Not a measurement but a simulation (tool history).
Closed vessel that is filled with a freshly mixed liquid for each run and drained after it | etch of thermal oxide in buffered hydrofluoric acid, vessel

run  hour  temperature setpoint of the liquid (K)  parts of 40 % ammonium fluoride to one part of 49 % hydrofluoric acid (parts by volume)  time in the liquid (s)  thickness taken off the thermal oxide on a monitor wafer (Å)
  1   0.0                                  293.15                                                                                     13.0                      90                                                        638.92
  2   1.6                                  293.15                                                                                     13.0                      90                                                        640.15
  3   5.0                                  293.15                                                                                     13.0                      95                                                        679.90
  4   8.8                                  294.15                                                                                     13.0                      95                                                        709.10
  5  13.0                                  295.15                                                                                     12.5                      95                                                        783.38
  6  13.8                                  292.65                                                                                     12.5                      95                                                        680.86

Run 7 comes next. What will it give?
  7  15.0                                  293.65                                                                                     12.5                      95                                                             ?

Run 7 gave thickness taken off the thermal oxide on a monitor wafer (Å) 717.68.
